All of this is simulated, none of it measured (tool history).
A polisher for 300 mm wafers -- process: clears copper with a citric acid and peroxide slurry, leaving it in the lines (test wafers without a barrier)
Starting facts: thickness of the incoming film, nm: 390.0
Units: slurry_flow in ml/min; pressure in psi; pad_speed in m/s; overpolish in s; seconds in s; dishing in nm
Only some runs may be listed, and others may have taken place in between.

run 1 hour=0 | slurry_flow=275 pressure=3.3 pad_speed=0.98 slurry_solids=1 overpolish=12 | seconds=185.01 dishing=19.44
run 2 hour=2.6 | slurry_flow=275 pressure=3.4 pad_speed=0.98 slurry_solids=1 overpolish=12 | seconds=177.71 dishing=19.356
run 3 hour=7.6 | slurry_flow=245 pressure=3.4 pad_speed=0.98 slurry_solids=1 overpolish=12 | seconds=186.24 dishing=19.115
run 4 hour=13.8 | slurry_flow=260 pressure=3.5 pad_speed=0.98 slurry_solids=1 overpolish=12 | seconds=180.8 dishing=19.577
run 5 hour=22.4 | slurry_flow=260 pressure=3.5 pad_speed=0.98 slurry_solids=0.8 overpolish=12 | seconds=189.31 dishing=19.145
run 6 hour=29.6 | slurry_flow=270 pressure=3.6 pad_speed=0.98 slurry_solids=0.8 overpolish=12 | seconds=185.6 dishing=19.561
run 7 hour=31.5 | slurry_flow=280 pressure=3.7 pad_speed=0.98 slurry_solids=0.8 overpolish=12 | seconds=177.72 dishing=20.1
run 8 hour=36.3 | slurry_flow=290 pressure=3.8 pad_speed=0.98 slurry_solids=0.8 overpolish=12 | seconds=174.02 dishing=20.614
run 9 hour=39.5 | slurry_flow=295 pressure=3.9 pad_speed=0.98 slurry_solids=0.8 overpolish=12 | seconds=169.74 dishing=21.201
run 10 hour=44.9 | slurry_flow=300 pressure=4.9 pad_speed=0.98 slurry_solids=0.8 overpolish=10 | seconds=138.9 dishing=21.508

What will run 11 give?
run 11 hour=50.5 | slurry_flow=300 pressure=4.9 pad_speed=0.98 slurry_solids=0.8 overpolish=10 | seconds=? dishing=?

Run 11 produced seconds 137.88 s, dishing 21.177 nm.
